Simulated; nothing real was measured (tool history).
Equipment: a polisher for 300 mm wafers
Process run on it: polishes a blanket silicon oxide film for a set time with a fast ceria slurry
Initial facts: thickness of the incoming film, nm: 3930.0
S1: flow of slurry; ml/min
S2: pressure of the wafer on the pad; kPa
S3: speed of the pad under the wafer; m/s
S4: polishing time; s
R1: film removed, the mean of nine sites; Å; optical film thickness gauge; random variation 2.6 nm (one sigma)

run 1 day=0.000 | S1=295 S2=14.5 S3=0.96 S4=55 | R1=5195.4
run 2 day=0.258 | S1=290 S2=13.8 S3=0.96 S4=55 | R1=5063.8
run 3 day=0.333 | S1=290 S2=13.8 S3=0.96 S4=55 | R1=5107.2
run 4 day=0.479 | S1=290 S2=13.8 S3=0.96 S4=55 | R1=5060.0
run 5 day=0.825 | S1=290 S2=13.8 S3=1.18 S4=55 | R1=6193.8
run 6 day=1.108 | S1=265 S2=13.8 S3=1.18 S4=55 | R1=6141.9
run 7 day=1.179 | S1=260 S2=12.4 S3=1.18 S4=55 | R1=5639.4
run 8 day=1.354 | S1=260 S2=11.0 S3=1.18 S4=55 | R1=5314.5
run 9 day=1.608 | S1=245 S2=6.9 S3=1.14 S4=55 | R1=3787.2
run 10 day=1.754 | S1=285 S2=8.3 S3=1.14 S4=55 | R1=4238.9
run 11 day=2.104 | S1=280 S2=8.3 S3=1.14 S4=55 | R1=4265.2
run 12 day=2.392 | S1=270 S2=8.3 S3=1.14 S4=55 | R1=4252.5

Run 13 comes next. What will it give?
run 13 day=2.733 | S1=255 S2=7.6 S3=1.14 S4=55 | R1=?

R1: 4005.2 Å

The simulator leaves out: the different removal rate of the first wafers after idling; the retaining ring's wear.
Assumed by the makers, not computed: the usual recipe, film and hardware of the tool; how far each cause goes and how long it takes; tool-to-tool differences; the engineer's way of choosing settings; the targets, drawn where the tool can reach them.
